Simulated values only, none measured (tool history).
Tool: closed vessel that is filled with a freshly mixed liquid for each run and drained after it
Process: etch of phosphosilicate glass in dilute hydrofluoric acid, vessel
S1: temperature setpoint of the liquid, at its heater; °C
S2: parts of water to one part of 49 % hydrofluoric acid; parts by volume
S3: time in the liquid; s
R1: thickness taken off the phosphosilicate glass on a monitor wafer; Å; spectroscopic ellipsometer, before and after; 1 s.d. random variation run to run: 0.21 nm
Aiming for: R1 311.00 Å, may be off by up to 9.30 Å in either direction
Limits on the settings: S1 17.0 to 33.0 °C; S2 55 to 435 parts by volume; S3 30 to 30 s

Run 1, hour 0.0: S1 25.0 °C, S2 245 parts by volume, S3 30 s. Result: R1 136.04 Å.
Run 2, hour 5.5: S1 26.5 °C, S2 220 parts by volume, S3 30 s. Result: R1 165.87 Å.
Run 3, hour 13.2: S1 27.5 °C, S2 205 parts by volume, S3 30 s. Result: R1 188.64 Å.
Run 4, hour 19.4: S1 28.5 °C, S2 195 parts by volume, S3 30 s. Result: R1 203.19 Å.
Run 5, hour 26.1: S1 28.5 °C, S2 115 parts by volume, S3 30 s. Result: R1 383.33 Å.
Run 6, hour 33.4: S1 32.0 °C, S2 115 parts by volume, S3 30 s. Result: R1 436.67 Å.
Run 7, hour 40.7: S1 30.5 °C, S2 115 parts by volume, S3 30 s. Result: R1 414.31 Å.
Run 8, hour 50.0: S1 29.0 °C, S2 115 parts by volume, S3 30 s. Result: R1 394.14 Å.

Which single option among these 5 for the next run brings every result within its allowed miss of target? Just one does.
Run A, hour 59.3: S1 31.0 °C, S2 140 parts by volume, S3 30 s. Result: R1 ?.
Run B, hour 59.3: S1 27.5 °C, S2 145 parts by volume, S3 30 s. Result: R1 ?.
Run C, hour 59.3: S1 25.5 °C, S2 135 parts by volume, S3 30 s. Result: R1 ?.
Run D, hour 59.3: S1 31.0 °C, S2 150 parts by volume, S3 30 s. Result: R1 ?.
Run E, hour 59.3: S1 28.5 °C, S2 145 parts by volume, S3 30 s. Result: R1 ?.

move      R1
   A  332.56
   B  280.80
   C  283.24
   D  306.23
   E  291.34
A: an improvement on the last run, though not all results are within tolerance
B: takes the biggest miss from the last run beyond its target
C: takes the biggest miss from the last run beyond its target
D: every result within its allowed miss
E: takes the biggest miss from the last run beyond its target
Correct choice: D, which meets every target

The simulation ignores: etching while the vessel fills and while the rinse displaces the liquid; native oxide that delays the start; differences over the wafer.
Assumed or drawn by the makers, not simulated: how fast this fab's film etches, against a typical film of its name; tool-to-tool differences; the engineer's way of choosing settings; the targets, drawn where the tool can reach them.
